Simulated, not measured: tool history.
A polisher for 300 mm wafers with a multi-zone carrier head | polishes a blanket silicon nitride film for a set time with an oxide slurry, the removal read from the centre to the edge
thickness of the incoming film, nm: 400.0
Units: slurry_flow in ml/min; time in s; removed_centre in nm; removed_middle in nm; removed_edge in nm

run,hour,slurry_flow,centre_zone,middle_zone,edge_zone,slurry_solids,time,removed_centre,removed_middle,removed_edge
1,0,130,1,1,1,1,69,62.21,68.452,66.818
2,2.6,120,1,0.94,0.97,0.85,64,53.968,57.178,58.047
3,5,120,1,0.94,0.92,0.85,64,53.922,55.626,56.168
4,12.6,120,1,0.94,0.92,0.85,51,43.07,45.153,45.052
5,18,110,1,0.9,0.9,0.8,51,40.851,42.288,43.137
6,21.2,105,1.02,0.87,0.91,0.75,51,40.829,39.884,42.567

Forecast run 7:
7,22.4,80,0.99,0.81,0.87,0.7,51,?,?,?

Run 7 gave removed_centre 36.25 nm, removed_middle 34.495 nm, removed_edge 39.44 nm.

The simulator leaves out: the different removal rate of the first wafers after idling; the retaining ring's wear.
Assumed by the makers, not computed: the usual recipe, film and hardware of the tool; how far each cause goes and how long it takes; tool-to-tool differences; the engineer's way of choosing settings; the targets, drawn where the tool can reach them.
